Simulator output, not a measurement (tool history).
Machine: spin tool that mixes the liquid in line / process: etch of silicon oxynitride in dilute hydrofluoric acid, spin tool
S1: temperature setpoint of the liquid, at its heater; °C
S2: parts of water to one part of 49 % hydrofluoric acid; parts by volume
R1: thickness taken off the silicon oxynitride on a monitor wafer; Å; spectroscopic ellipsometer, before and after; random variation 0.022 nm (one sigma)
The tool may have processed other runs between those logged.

{"run": 1, "day": 0.0, "S1": 24.0, "S2": 115, "time under the liquid (s)": 70, "R1": 8.6246}
{"run": 2, "day": 0.262, "S1": 27.5, "S2": 115, "time under the liquid (s)": 70, "R1": 10.359}
{"run": 3, "day": 0.475, "S1": 27.5, "S2": 135, "time under the liquid (s)": 70, "R1": 8.6361}
{"run": 4, "day": 0.671, "S1": 29.0, "S2": 120, "time under the liquid (s)": 70, "R1": 10.453}
{"run": 5, "day": 0.721, "S1": 30.0, "S2": 110, "time under the liquid (s)": 70, "R1": 11.851}
{"run": 6, "day": 1.033, "S1": 30.0, "S2": 125, "time under the liquid (s)": 70, "R1": 10.692}

Run 7 has not been measured yet. What should we expect?
{"run": 7, "day": 1.225, "S1": 30.5, "S2": 115, "time under the liquid (s)": 70, "R1": "?"}

{"run 7": {"R1": 11.784}}
